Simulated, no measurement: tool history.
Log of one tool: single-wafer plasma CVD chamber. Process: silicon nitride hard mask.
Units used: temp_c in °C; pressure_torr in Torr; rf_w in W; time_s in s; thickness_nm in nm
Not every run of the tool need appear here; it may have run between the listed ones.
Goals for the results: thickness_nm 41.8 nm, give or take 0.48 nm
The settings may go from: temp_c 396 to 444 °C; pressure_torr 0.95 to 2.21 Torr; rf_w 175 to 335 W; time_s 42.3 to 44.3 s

run    day  temp_c  pressure_torr  rf_w  time_s  thickness_nm
  1      0     420           1.58   255    44.3        45.029
  2  0.075     420           1.46   255    44.3         44.28
  3  0.154     420           1.36   255    44.3        43.817
  4  0.312     420           1.27   255    44.3        43.283
  5  0.433     420           1.27   230    44.3         40.44
  6  0.742     420           1.17   230    44.3        39.818
  7  1.042     420           1.26   230    44.3        40.305
  8  1.317     420           1.33   230    44.3        40.771
  9  1.433     420           1.38   230    44.3        41.101
 10    1.7     420           1.41   230    44.3        41.062

Exactly one of the 4 candidate moves below puts every result within its allowed miss. Which one?
  A  1.967     426           1.26   255      43             ?
  B  1.967     419            1.5   225    44.1             ?
  C  1.967     418           1.32   230      44             ?
  D  1.967     422           1.45   225      44             ?

move  thickness_nm
   A        41.828
   B        40.733
   C        40.398
   D        40.357
A: every result lands within tolerance
B: moves away from the targets compared with the last run
C: moves away from the targets compared with the last run
D: moves away from the targets compared with the last run
So the answer is move A, the one that meets all the targets.
